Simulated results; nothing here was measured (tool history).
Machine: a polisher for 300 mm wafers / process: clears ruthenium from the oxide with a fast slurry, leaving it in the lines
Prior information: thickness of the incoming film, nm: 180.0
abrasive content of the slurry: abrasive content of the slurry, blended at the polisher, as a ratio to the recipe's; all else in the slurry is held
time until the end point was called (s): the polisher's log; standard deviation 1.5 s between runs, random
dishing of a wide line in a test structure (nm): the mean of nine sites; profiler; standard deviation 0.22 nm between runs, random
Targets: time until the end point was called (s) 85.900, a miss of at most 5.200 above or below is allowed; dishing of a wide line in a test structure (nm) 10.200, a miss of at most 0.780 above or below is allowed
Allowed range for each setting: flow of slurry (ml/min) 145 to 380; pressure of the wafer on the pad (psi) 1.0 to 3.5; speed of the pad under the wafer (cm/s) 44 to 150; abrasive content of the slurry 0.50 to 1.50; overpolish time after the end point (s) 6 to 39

run    day  flow of slurry (ml/min)  pressure of the wafer on the pad (psi)  speed of the pad under the wafer (cm/s)  abrasive content of the slurry  overpolish time after the end point (s)  time until the end point was called (s)  dishing of a wide line in a test structure (nm)
  1  0.000                      245                                     2.2                                       96                            1.00                                       20                                   58.423                                           44.353
  2  0.179                      245                                     1.9                                       88                            1.00                                       15                                   72.166                                           29.106
  3  0.554                      245                                     1.9                                      110                            1.00                                       15                                   57.817                                           34.007
  4  0.708                      210                                     1.6                                      116                            0.85                                       12                                   69.917                                           23.717
  5  0.796                      210                                     1.6                                      128                            0.85                                       12                                   62.493                                           24.573
  6  0.833                      210                                     1.6                                      128                            0.75                                       12                                   67.628                                           24.187
  7  0.967                      190                                     1.4                                      126                            0.75                                       10                                   77.910                                           18.401
  8  1.250                      175                                     1.3                                      134                            0.65                                        9                                   84.584                                           15.636
  9  1.496                      165                                     1.2                                      140                            0.65                                        8                                   86.296                                           13.048
 10  1.667                      160                                     1.1                                      144                            0.65                                        7                                   90.164                                           11.242
 11  1.792                      155                                     1.1                                      146                            0.65                                        7                                   90.297                                           11.838

Of the 4 settings listed for the next run, only one would bring every result within its allowed miss of target. Which one?
  A  1.917                      200                                     1.4                                      146                            0.65                                        6                                        ?                                                ?
  B  1.917                      230                                     1.4                                      150                            0.55                                        9                                        ?                                                ?
  C  1.917                      200                                     1.5                                      150                            0.60                                        6                                        ?                                                ?
  D  1.917                      145                                     1.2                                      146                            0.65                                        6                                        ?                                                ?

move  time until the end point was called (s)  dishing of a wide line in a test structure (nm)
   A                                   72.733                                           12.636
   B                                   77.738                                           17.429
   C                                   70.708                                           12.982
   D                                   85.129                                           10.864
A: misses by more than the last run did
B: misses by more than the last run did
C: misses by more than the last run did
D: hits every target within its allowed miss
The move that meets every target is D.
